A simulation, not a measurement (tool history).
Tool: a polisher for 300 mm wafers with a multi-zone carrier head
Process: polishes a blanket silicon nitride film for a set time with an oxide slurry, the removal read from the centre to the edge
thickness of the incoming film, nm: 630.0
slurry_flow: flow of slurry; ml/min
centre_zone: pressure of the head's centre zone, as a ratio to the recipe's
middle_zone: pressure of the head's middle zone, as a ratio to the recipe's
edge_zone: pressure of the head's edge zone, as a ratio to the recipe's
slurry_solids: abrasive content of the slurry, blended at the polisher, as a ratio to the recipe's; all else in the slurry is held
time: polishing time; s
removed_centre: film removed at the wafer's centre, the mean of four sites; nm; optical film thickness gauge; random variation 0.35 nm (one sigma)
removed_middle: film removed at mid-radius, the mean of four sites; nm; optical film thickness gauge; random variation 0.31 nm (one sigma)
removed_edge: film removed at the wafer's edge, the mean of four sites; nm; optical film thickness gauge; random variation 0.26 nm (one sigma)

run  hour  slurry_flow  centre_zone  middle_zone  edge_zone  slurry_solids  time  removed_centre  removed_middle  removed_edge
  1   0.0          215         1.00         1.00       1.00           1.00    64          25.554          26.989        26.257
  2   6.7          215         1.00         1.00       1.00           1.00    56          22.387          23.120        23.069
  3   9.8          215         1.00         1.07       1.00           1.00    56          22.608          24.161        22.668
  4  17.3          220         1.00         1.07       1.02           1.05    56          23.004          25.441        23.787
  5  25.3          225         1.02         1.06       1.04           1.10    56          24.710          26.167        24.552
  6  28.3          230         1.02         1.05       1.06           1.15    56          24.622          26.497        25.234
  7  36.7          230         1.03         1.04       1.07           1.20    56          25.858          27.189        25.866
  8  44.3          235         1.03         1.03       1.08           1.25    56          26.173          27.382        27.020
  9  47.7          285         1.11         1.12       1.18           1.50    56          31.010          32.488        31.231

Forecast run 10:
 10  49.6          285         1.11         1.11       1.18           1.50    56               ?               ?             ?

Run 10 gave removed_centre 31.261 nm, removed_middle 31.791 nm, removed_edge 30.935 nm.
